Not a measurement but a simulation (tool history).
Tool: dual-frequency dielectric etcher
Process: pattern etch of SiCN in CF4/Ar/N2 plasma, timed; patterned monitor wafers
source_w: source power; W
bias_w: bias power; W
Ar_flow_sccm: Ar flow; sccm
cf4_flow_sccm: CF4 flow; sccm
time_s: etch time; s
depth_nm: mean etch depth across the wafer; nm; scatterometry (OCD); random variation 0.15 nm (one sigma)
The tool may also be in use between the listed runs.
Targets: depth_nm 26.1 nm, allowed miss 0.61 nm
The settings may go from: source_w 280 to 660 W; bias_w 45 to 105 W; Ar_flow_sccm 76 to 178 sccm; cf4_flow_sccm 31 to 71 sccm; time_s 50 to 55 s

run 1 day=0 | source_w=470 bias_w=75 Ar_flow_sccm=127 cf4_flow_sccm=51 time_s=55 | depth_nm=45.318
run 2 day=0.35 | source_w=560 bias_w=75 Ar_flow_sccm=127 cf4_flow_sccm=51 time_s=55 | depth_nm=54.177
run 3 day=0.404 | source_w=510 bias_w=70 Ar_flow_sccm=131 cf4_flow_sccm=50 time_s=54.5 | depth_nm=47.239
run 4 day=0.5 | source_w=510 bias_w=70 Ar_flow_sccm=131 cf4_flow_sccm=50 time_s=50 | depth_nm=43.829
run 5 day=0.788 | source_w=510 bias_w=70 Ar_flow_sccm=152 cf4_flow_sccm=50 time_s=50 | depth_nm=42.64
run 6 day=0.971 | source_w=510 bias_w=70 Ar_flow_sccm=152 cf4_flow_sccm=50 time_s=55 | depth_nm=47.272
run 7 day=1.1 | source_w=470 bias_w=66 Ar_flow_sccm=153 cf4_flow_sccm=49 time_s=54.5 | depth_nm=42.317
run 8 day=1.412 | source_w=430 bias_w=63 Ar_flow_sccm=155 cf4_flow_sccm=48 time_s=53.5 | depth_nm=37.181

4 next moves are on the table. One of them brings every result within its allowed miss. Which?
run A day=1.725 | source_w=300 bias_w=70 Ar_flow_sccm=144 cf4_flow_sccm=53 time_s=51 | depth_nm=?
run B day=1.725 | source_w=330 bias_w=59 Ar_flow_sccm=173 cf4_flow_sccm=44 time_s=50 | depth_nm=?
run C day=1.725 | source_w=350 bias_w=53 Ar_flow_sccm=170 cf4_flow_sccm=53 time_s=50 | depth_nm=?
run D day=1.725 | source_w=350 bias_w=60 Ar_flow_sccm=174 cf4_flow_sccm=32 time_s=50 | depth_nm=?

move=A depth_nm=24.925
move=B depth_nm=24.557
move=C depth_nm=26.18
move=D depth_nm=25.222
A: takes the result that was furthest off past its target
B: takes the result that was furthest off past its target
C: meets every target
D: takes the result that was furthest off past its target
The right move is C.
